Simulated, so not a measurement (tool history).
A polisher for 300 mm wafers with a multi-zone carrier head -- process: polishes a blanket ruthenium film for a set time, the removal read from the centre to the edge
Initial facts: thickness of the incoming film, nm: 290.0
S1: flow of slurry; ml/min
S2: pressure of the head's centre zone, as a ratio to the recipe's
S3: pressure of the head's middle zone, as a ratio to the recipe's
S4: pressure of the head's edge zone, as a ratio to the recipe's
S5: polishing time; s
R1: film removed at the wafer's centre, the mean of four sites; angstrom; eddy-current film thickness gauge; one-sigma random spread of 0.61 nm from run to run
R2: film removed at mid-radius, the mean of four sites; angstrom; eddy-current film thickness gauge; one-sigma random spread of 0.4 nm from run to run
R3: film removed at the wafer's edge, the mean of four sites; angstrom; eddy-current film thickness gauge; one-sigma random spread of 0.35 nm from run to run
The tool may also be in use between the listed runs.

| run | hour | S1 | S2 | S3 | S4 | S5 | R1 | R2 | R3 |
|---|---|---|---|---|---|---|---|---|---|
| 1 | 0 | 145 | 1 | 1 | 1 | 55 | 349.03 | 350.88 | 343.26 |
| 2 | 3.2 | 160 | 1.02 | 1.01 | 1.05 | 56 | 358.6 | 369.15 | 365.07 |
| 3 | 10.2 | 160 | 1.02 | 0.98 | 1.05 | 56 | 362.6 | 362.06 | 360.56 |
| 4 | 14.2 | 165 | 1.05 | 0.98 | 1.08 | 58 | 383.79 | 374.61 | 382.1 |
| 5 | 16.5 | 165 | 1.09 | 0.98 | 1.08 | 58 | 395.51 | 377.72 | 382.62 |
| 6 | 17.9 | 165 | 1.13 | 0.98 | 1.08 | 58 | 412.02 | 371.81 | 384.89 |
| 7 | 26.3 | 175 | 1.14 | 0.99 | 1.1 | 58 | 405.02 | 384.59 | 381.74 |
| 8 | 31.5 | 180 | 1.14 | 0.98 | 1.11 | 59 | 412.73 | 383.03 | 393.83 |

Estimate the outcome of run 9 from the log above:
| 9 | 34.9 | 180 | 1.14 | 0.99 | 1.12 | 60 | ? | ? | ? |

Run 9 yielded R1 431.68 angstrom, R2 390.17 angstrom, R3 401.98 angstrom.
